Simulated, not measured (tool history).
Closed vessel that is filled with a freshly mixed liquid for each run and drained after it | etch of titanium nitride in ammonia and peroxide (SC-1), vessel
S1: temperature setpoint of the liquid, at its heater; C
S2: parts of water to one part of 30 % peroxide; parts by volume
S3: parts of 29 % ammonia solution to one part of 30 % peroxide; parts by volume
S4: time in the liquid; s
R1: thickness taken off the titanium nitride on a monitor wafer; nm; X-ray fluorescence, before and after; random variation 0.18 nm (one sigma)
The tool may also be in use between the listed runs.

| run | hour | S1 | S2 | S3 | S4 | R1 |
|---|---|---|---|---|---|---|
| 1 | 0.0 | 58.0 | 23.0 | 0.45 | 780 | 44.978 |
| 2 | 2.4 | 58.0 | 23.0 | 0.50 | 780 | 45.875 |
| 3 | 5.7 | 56.0 | 23.0 | 0.50 | 780 | 39.842 |
| 4 | 9.4 | 56.0 | 16.5 | 0.50 | 780 | 48.085 |
| 5 | 11.3 | 53.5 | 16.5 | 0.50 | 780 | 41.143 |
| 6 | 19.6 | 53.5 | 13.5 | 0.50 | 780 | 45.873 |
| 7 | 26.5 | 51.0 | 13.5 | 0.50 | 780 | 38.150 |
| 8 | 35.8 | 49.5 | 13.5 | 0.50 | 780 | 34.459 |

Forecast run 9:
| 9 | 39.0 | 48.5 | 13.5 | 0.50 | 780 | ? |

Run 9 gave R1 32.140 nm.

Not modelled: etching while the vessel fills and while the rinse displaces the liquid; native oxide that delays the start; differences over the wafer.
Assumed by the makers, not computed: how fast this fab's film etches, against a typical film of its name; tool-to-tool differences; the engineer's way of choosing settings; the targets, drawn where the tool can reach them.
